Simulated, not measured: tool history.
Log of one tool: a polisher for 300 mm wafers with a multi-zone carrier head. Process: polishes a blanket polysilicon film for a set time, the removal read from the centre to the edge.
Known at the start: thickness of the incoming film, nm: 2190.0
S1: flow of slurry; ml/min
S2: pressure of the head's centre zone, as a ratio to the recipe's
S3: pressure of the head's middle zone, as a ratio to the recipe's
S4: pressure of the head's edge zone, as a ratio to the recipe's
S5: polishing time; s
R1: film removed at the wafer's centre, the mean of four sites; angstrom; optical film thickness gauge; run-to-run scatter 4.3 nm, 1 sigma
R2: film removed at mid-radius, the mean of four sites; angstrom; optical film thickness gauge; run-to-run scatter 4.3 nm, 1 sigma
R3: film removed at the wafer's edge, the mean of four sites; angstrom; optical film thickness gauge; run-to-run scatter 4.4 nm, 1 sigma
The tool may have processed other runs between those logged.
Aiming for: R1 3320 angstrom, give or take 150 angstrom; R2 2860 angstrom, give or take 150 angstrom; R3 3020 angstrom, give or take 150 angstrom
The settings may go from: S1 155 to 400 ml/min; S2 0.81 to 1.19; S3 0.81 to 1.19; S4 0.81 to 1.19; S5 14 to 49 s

run,hour,S1,S2,S3,S4,S5,R1,R2,R3
1,0,255,1,1,1,31,3683.4,3742.6,3897.6
2,5.2,255,1.02,0.98,0.97,29,3572,3423.3,3604.2
3,6.5,255,1.02,0.91,0.97,29,3594.2,3243.8,3595.2
4,10.7,255,1.03,0.91,0.94,28,3596.2,3179.4,3383.9
5,17.6,255,1.03,0.91,0.9,28,3522,3079.8,3321.8
6,20.8,255,1.03,0.91,0.88,28,3422.1,3095.9,3391.2
7,25.7,255,1.04,0.92,0.88,27,3442.6,3139,3226.6
8,31.3,250,1.06,0.87,0.83,25,3161.5,2658.5,2921.5

Of the 5 settings listed for the next run, only one would bring every result within its allowed miss of target. Which one?
A,36.9,265,1.09,0.93,0.93,25,?,?,?
B,36.9,230,0.95,0.9,0.81,26,?,?,?
C,36.9,275,1.13,0.82,0.87,24,?,?,?
D,36.9,235,1.05,1,0.84,23,?,?,?
E,36.9,285,1.01,0.84,0.86,24,?,?,?

move,R1,R2,R3
A,3377.1,2878.5,3024.9
B,3027.8,2859.3,2951.5
C,3367.1,2502.1,2847.8
D,2948.7,2769.8,2646.9
E,3050.7,2564.7,2844.6
A: meets every target
B: the furthest-off result lands on target, but another misses its tolerance
C: misses by more than the last run did
D: the furthest-off result lands on target, but another misses its tolerance
E: misses by more than the last run did
Go with A: it meets all targets.
